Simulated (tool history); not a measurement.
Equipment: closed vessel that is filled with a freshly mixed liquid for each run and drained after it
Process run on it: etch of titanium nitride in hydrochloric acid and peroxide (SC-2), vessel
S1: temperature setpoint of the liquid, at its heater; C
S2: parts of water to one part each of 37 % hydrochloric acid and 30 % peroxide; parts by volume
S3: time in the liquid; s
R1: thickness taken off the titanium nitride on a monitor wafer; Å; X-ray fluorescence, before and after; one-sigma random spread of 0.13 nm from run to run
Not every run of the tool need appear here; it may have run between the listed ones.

Run 1, hour 0.0: S1 58.0 C, S2 5.5 parts by volume, S3 670 s. Result: R1 449.74 Å.
Run 2, hour 3.4: S1 56.0 C, S2 5.5 parts by volume, S3 670 s. Result: R1 397.45 Å.
Run 3, hour 11.4: S1 54.5 C, S2 5.5 parts by volume, S3 670 s. Result: R1 358.15 Å.
Run 4, hour 14.4: S1 53.5 C, S2 5.5 parts by volume, S3 670 s. Result: R1 337.31 Å.
Run 5, hour 15.0: S1 52.5 C, S2 5.5 parts by volume, S3 670 s. Result: R1 314.55 Å.
Run 6, hour 23.9: S1 52.0 C, S2 5.5 parts by volume, S3 670 s. Result: R1 304.29 Å.
Run 7, hour 29.7: S1 51.5 C, S2 5.5 parts by volume, S3 670 s. Result: R1 296.02 Å.
Run 8, hour 33.7: S1 51.5 C, S2 5.5 parts by volume, S3 670 s. Result: R1 294.20 Å.

The next listed run, before its measurement:
Run 9, hour 36.6: S1 51.0 C, S2 5.5 parts by volume, S3 670 s. Result: R1 ?.

Logged for run 9: R1 284.07 Å.
